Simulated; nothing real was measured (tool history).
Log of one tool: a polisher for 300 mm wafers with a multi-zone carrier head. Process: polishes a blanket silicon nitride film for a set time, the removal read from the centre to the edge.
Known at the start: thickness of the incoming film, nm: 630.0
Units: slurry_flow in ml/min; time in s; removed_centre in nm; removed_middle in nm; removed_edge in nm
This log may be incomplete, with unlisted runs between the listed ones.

Run 1, day 0.000: slurry_flow 170 ml/min, centre_zone 1.00, middle_zone 1.00, edge_zone 1.00, time 58 s. Result: removed_centre 111.880 nm, removed_middle 115.270 nm, removed_edge 110.170 nm.
Run 2, day 0.121: slurry_flow 155 ml/min, centre_zone 1.00, middle_zone 1.00, edge_zone 1.00, time 58 s. Result: removed_centre 109.450 nm, removed_middle 111.280 nm, removed_edge 108.890 nm.
Run 3, day 0.333: slurry_flow 155 ml/min, centre_zone 1.00, middle_zone 1.00, edge_zone 0.95, time 58 s. Result: removed_centre 110.630 nm, removed_middle 111.340 nm, removed_edge 106.420 nm.
Run 4, day 0.688: slurry_flow 155 ml/min, centre_zone 1.00, middle_zone 0.99, edge_zone 0.93, time 56 s. Result: removed_centre 105.850 nm, removed_middle 108.100 nm, removed_edge 102.690 nm.
Run 5, day 0.938: slurry_flow 155 ml/min, centre_zone 1.00, middle_zone 1.06, edge_zone 0.93, time 56 s. Result: removed_centre 105.260 nm, removed_middle 112.470 nm, removed_edge 102.520 nm.
Run 6, day 1.225: slurry_flow 150 ml/min, centre_zone 1.00, middle_zone 1.04, edge_zone 0.92, time 54 s. Result: removed_centre 103.530 nm, removed_middle 105.150 nm, removed_edge 96.443 nm.
Run 7, day 1.383: slurry_flow 145 ml/min, centre_zone 0.99, middle_zone 1.02, edge_zone 0.91, time 53 s. Result: removed_centre 94.137 nm, removed_middle 101.650 nm, removed_edge 94.446 nm.
Run 8, day 1.450: slurry_flow 145 ml/min, centre_zone 1.00, middle_zone 1.00, edge_zone 0.90, time 52 s. Result: removed_centre 96.056 nm, removed_middle 99.152 nm, removed_edge 92.191 nm.
Run 9, day 1.758: slurry_flow 120 ml/min, centre_zone 0.96, middle_zone 0.90, edge_zone 0.83, time 45 s. Result: removed_centre 76.763 nm, removed_middle 77.787 nm, removed_edge 74.210 nm.

Run 10 is up next; what results do you expect?
Run 10, day 2.088: slurry_flow 125 ml/min, centre_zone 0.97, middle_zone 0.90, edge_zone 0.84, time 45 s. Result: removed_centre ?, removed_middle ?, removed_edge ?.

removed_centre: 76.771 nm
removed_middle: 78.318 nm
removed_edge: 75.265 nm
